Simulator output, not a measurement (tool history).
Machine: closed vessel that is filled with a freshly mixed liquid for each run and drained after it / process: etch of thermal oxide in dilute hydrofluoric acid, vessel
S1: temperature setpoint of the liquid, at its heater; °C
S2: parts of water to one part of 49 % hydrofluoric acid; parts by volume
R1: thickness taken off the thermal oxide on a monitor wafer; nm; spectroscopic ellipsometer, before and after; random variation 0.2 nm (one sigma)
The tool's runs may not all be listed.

{"run": 1, "hour": 0.0, "S1": 21.0, "S2": 165, "time in the liquid (s)": 2615, "R1": 64.014}
{"run": 2, "hour": 5.2, "S1": 20.0, "S2": 175, "time in the liquid (s)": 2615, "R1": 57.575}
{"run": 3, "hour": 11.3, "S1": 19.5, "S2": 180, "time in the liquid (s)": 2615, "R1": 53.899}
{"run": 4, "hour": 15.4, "S1": 19.5, "S2": 125, "time in the liquid (s)": 2615, "R1": 82.668}
{"run": 5, "hour": 20.9, "S1": 19.5, "S2": 125, "time in the liquid (s)": 2615, "R1": 82.355}
{"run": 6, "hour": 23.3, "S1": 19.5, "S2": 125, "time in the liquid (s)": 2615, "R1": 82.563}
{"run": 7, "hour": 30.2, "S1": 19.0, "S2": 140, "time in the liquid (s)": 2615, "R1": 71.573}
{"run": 8, "hour": 36.1, "S1": 18.5, "S2": 155, "time in the liquid (s)": 2615, "R1": 62.539}
{"run": 9, "hour": 36.7, "S1": 18.0, "S2": 165, "time in the liquid (s)": 2615, "R1": 56.596}

Expected results for the next run?
{"run": 10, "hour": 44.8, "S1": 18.0, "S2": 175, "time in the liquid (s)": 2615, "R1": "?"}

{"run 10": {"R1": 52.892}}
